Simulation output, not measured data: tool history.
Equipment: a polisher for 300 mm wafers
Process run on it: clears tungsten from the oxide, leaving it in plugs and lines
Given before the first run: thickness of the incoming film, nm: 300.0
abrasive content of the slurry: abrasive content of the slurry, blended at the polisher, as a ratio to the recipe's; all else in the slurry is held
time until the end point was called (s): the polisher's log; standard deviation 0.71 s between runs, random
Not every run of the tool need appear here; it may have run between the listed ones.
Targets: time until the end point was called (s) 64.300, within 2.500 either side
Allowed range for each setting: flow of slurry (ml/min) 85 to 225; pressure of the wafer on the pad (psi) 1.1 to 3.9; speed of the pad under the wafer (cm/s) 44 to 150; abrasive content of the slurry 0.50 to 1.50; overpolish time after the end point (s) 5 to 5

run	day	flow of slurry (ml/min)	pressure of the wafer on the pad (psi)	speed of the pad under the wafer (cm/s)	abrasive content of the slurry	overpolish time after the end point (s)	time until the end point was called (s)
1	0.000	145	2.5	96	1.00	5	108.560
2	0.154	150	2.8	96	1.00	5	96.321
3	0.421	150	2.8	96	1.00	5	95.331
4	0.671	150	2.8	96	1.00	5	97.854
5	1.000	115	2.8	96	1.00	5	101.230
6	1.171	115	2.6	96	1.00	5	109.770
7	1.446	140	3.3	98	1.00	5	82.098
8	1.754	145	3.5	98	1.00	5	76.211
9	1.825	150	3.6	98	1.00	5	72.719
10	2.050	155	3.7	98	1.00	5	69.523
11	2.117	155	3.7	98	1.00	5	71.097
12	2.442	160	3.8	98	1.00	5	69.010

Next run, 5 choices. One meets every target within its allowed miss, the rest don't. Which?
A	2.767	155	3.8	94	1.10	5	?
B	2.767	160	3.9	92	1.00	5	?
C	2.767	165	3.9	98	1.15	5	?
D	2.767	165	3.9	108	1.05	5	?
E	2.767	145	3.9	114	0.95	5	?

move	time until the end point was called (s)
A	70.314
B	71.040
C	64.479
D	59.842
E	59.393
A: moves away from the targets compared with the last run
B: moves away from the targets compared with the last run
C: every result lands within tolerance
D: the result that was furthest off in the last run now lies on the other side of its target
E: the result that was furthest off in the last run now lies on the other side of its target
Answer: C
